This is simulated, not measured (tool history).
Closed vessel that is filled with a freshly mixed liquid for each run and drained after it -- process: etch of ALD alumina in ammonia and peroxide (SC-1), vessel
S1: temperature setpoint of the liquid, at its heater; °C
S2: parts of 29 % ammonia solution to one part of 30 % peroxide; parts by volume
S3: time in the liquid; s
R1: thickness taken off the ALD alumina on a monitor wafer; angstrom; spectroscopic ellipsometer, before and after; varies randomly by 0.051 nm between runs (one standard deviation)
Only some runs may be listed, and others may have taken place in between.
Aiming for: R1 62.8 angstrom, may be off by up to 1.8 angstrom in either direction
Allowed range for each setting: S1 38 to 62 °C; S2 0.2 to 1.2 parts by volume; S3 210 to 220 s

Run 1, hour 0: S1 46 °C, S2 0.75 parts by volume, S3 210 s. Result: R1 70.512 angstrom.
Run 2, hour 6.2: S1 46 °C, S2 1 parts by volume, S3 210 s. Result: R1 72.371 angstrom.
Run 3, hour 7.4: S1 46 °C, S2 0.85 parts by volume, S3 210 s. Result: R1 71.668 angstrom.
Run 4, hour 13: S1 45.5 °C, S2 0.85 parts by volume, S3 210 s. Result: R1 69.222 angstrom.
Run 5, hour 21.4: S1 45 °C, S2 0.85 parts by volume, S3 210 s. Result: R1 67.878 angstrom.
Run 6, hour 29.4: S1 45 °C, S2 0.85 parts by volume, S3 220 s. Result: R1 69.984 angstrom.
Run 7, hour 37.4: S1 44.5 °C, S2 0.85 parts by volume, S3 220 s. Result: R1 68.821 angstrom.
Run 8, hour 39.6: S1 44 °C, S2 0.85 parts by volume, S3 220 s. Result: R1 66.387 angstrom.

Which single option among these 5 for the next run brings every result within its allowed miss of target? Just one does.
Run A, hour 41.8: S1 42.5 °C, S2 0.9 parts by volume, S3 215 s. Result: R1 ?.
Run B, hour 41.8: S1 43 °C, S2 1 parts by volume, S3 215 s. Result: R1 ?.
Run C, hour 41.8: S1 45 °C, S2 0.8 parts by volume, S3 215 s. Result: R1 ?.
Run D, hour 41.8: S1 42.5 °C, S2 0.8 parts by volume, S3 210 s. Result: R1 ?.
Run E, hour 41.8: S1 45 °C, S2 0.95 parts by volume, S3 220 s. Result: R1 ?.

move      R1
   A  59.516
   B  61.881
   C  67.938
   D  57.482
   E  70.665
A: moves the result that the last run missed by most past its target, out the other side
B: all results in spec
C: misses by more than the last run did
D: moves the result that the last run missed by most past its target, out the other side
E: misses by more than the last run did
Answer: B
